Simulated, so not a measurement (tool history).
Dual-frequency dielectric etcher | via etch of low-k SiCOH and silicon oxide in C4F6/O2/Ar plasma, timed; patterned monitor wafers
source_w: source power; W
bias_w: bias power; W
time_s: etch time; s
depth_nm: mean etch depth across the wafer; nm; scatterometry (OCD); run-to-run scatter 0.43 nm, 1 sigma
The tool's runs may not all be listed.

run	day	source_w	bias_w	time_s	depth_nm
1	0.000	440	152	44.5	125.04
2	0.188	440	152	44.5	124.89
3	0.283	440	168	44.5	129.12
4	0.588	440	158	44.5	126.57
5	0.858	400	156	44.5	120.41
6	1.212	460	156	44.5	127.88
7	1.275	420	154	44.5	123.24
8	1.538	390	153	44.5	118.69

Run 9, settings as shown, results not yet in. Your forecast:
9	1.871	370	152	44.5	?

depth_nm: 116.16 nm

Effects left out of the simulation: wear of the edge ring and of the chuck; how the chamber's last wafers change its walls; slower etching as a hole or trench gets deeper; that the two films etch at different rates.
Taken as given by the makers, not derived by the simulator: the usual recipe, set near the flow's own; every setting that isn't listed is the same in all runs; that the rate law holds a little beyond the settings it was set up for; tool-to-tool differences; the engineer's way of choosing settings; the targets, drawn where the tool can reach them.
